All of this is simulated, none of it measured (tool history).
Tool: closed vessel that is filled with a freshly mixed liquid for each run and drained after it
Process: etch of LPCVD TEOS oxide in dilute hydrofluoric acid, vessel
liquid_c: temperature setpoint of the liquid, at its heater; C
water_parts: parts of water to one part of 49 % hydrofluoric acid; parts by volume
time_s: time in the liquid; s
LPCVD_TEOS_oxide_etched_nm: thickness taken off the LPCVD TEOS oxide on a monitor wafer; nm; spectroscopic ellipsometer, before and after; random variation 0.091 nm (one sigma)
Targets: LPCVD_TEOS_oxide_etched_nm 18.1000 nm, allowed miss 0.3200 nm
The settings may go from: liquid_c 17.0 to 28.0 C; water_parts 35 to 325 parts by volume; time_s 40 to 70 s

run 1 hour=0.0 | liquid_c=20.0 water_parts=180 time_s=70 | LPCVD_TEOS_oxide_etched_nm=7.3117
run 2 hour=2.3 | liquid_c=23.0 water_parts=180 time_s=70 | LPCVD_TEOS_oxide_etched_nm=8.1657
run 3 hour=5.2 | liquid_c=23.0 water_parts=215 time_s=70 | LPCVD_TEOS_oxide_etched_nm=6.6529
run 4 hour=6.9 | liquid_c=23.0 water_parts=215 time_s=70 | LPCVD_TEOS_oxide_etched_nm=6.6322
run 5 hour=14.6 | liquid_c=23.0 water_parts=215 time_s=40 | LPCVD_TEOS_oxide_etched_nm=3.7986
run 6 hour=23.3 | liquid_c=23.5 water_parts=195 time_s=40 | LPCVD_TEOS_oxide_etched_nm=4.3733
run 7 hour=27.2 | liquid_c=22.5 water_parts=175 time_s=45 | LPCVD_TEOS_oxide_etched_nm=5.3508
run 8 hour=31.5 | liquid_c=26.5 water_parts=105 time_s=50 | LPCVD_TEOS_oxide_etched_nm=12.5980
run 9 hour=35.7 | liquid_c=26.5 water_parts=100 time_s=50 | LPCVD_TEOS_oxide_etched_nm=13.3240
run 10 hour=38.8 | liquid_c=28.0 water_parts=55 time_s=50 | LPCVD_TEOS_oxide_etched_nm=27.3550
run 11 hour=43.4 | liquid_c=27.0 water_parts=55 time_s=50 | LPCVD_TEOS_oxide_etched_nm=26.1660
run 12 hour=45.8 | liquid_c=27.0 water_parts=60 time_s=50 | LPCVD_TEOS_oxide_etched_nm=24.0760

Which of these 4 next moves meets every target?
run A hour=48.2 | liquid_c=28.0 water_parts=65 time_s=40 | LPCVD_TEOS_oxide_etched_nm=?
run B hour=48.2 | liquid_c=28.0 water_parts=60 time_s=40 | LPCVD_TEOS_oxide_etched_nm=?
run C hour=48.2 | liquid_c=26.0 water_parts=70 time_s=40 | LPCVD_TEOS_oxide_etched_nm=?
run D hour=48.2 | liquid_c=27.0 water_parts=90 time_s=70 | LPCVD_TEOS_oxide_etched_nm=?

move=A LPCVD_TEOS_oxide_etched_nm=18.3780
move=B LPCVD_TEOS_oxide_etched_nm=20.0530
move=C LPCVD_TEOS_oxide_etched_nm=15.6570
move=D LPCVD_TEOS_oxide_etched_nm=21.5780
A: meets every target
B: nearer than the last run, and not there yet
C: takes the result that was furthest off past its target
D: nearer than the last run, and not there yet
The right move is A.
